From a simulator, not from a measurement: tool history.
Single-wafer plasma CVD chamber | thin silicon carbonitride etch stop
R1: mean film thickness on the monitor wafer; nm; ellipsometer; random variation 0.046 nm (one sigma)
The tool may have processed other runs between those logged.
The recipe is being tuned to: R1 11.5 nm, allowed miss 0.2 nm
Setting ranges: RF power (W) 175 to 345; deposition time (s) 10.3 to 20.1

Run 1, hour 0: RF power (W) 260, deposition time (s) 15.2. Result: R1 9.1884 nm.
Run 2, hour 3.6: RF power (W) 235, deposition time (s) 15.2. Result: R1 8.9426 nm.
Run 3, hour 12.3: RF power (W) 255, deposition time (s) 15.9. Result: R1 9.5194 nm.
Run 4, hour 12.9: RF power (W) 270, deposition time (s) 16.4. Result: R1 9.9711 nm.
Run 5, hour 19.8: RF power (W) 285, deposition time (s) 16.8. Result: R1 10.239 nm.
Run 6, hour 26.9: RF power (W) 290, deposition time (s) 17.2. Result: R1 10.518 nm.
Run 7, hour 34.5: RF power (W) 295, deposition time (s) 17.5. Result: R1 10.649 nm.
Run 8, hour 43.4: RF power (W) 300, deposition time (s) 17.8. Result: R1 10.93 nm.
Run 9, hour 45.6: RF power (W) 305, deposition time (s) 18. Result: R1 11.134 nm.
Run 10, hour 52: RF power (W) 310, deposition time (s) 18.1. Result: R1 11.219 nm.

Exercise: of the 5 proposed moves below, exactly one satisfies all targets within the stated allowed misses. Which move is it?
Run A, hour 58.4: RF power (W) 335, deposition time (s) 19.2. Result: R1 ?.
Run B, hour 58.4: RF power (W) 205, deposition time (s) 18.5. Result: R1 ?.
Run C, hour 58.4: RF power (W) 305, deposition time (s) 18.6. Result: R1 ?.
Run D, hour 58.4: RF power (W) 345, deposition time (s) 18.7. Result: R1 ?.
Run E, hour 58.4: RF power (W) 345, deposition time (s) 18.9. Result: R1 ?.

move      R1
   A  12.006
   B  10.588
   C  11.421
   D  11.762
   E  11.888
A: takes the result that was furthest off past its target
B: lands further from the targets than the last run did
C: meets every target
D: takes the result that was furthest off past its target
E: takes the result that was furthest off past its target
So the answer is move C, the one that meets all the targets.
